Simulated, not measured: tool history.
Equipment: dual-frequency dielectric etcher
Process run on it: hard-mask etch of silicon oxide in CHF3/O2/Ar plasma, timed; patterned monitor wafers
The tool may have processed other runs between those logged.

run  hour  source power (W)  bias power (W)  etch time (s)  mean etch depth across the wafer (angstrom)
  1   0.0               900             184           17.5                                       387.02
  2   8.9               850             180           17.5                                       378.34
  3  12.3               810             175           17.5                                       366.69
  4  14.7               810             150           17.5                                       346.67
  5  16.2               810             150           16.0                                       315.17
  6  18.2               670             150           16.0                                       297.43
  7  23.1               700             151           16.0                                       301.10

Run 8 comes next. What will it give?
  8  23.8               730             152           16.0                                            ?

{"run 8": {"mean etch depth across the wafer (angstrom)": 305.63}}
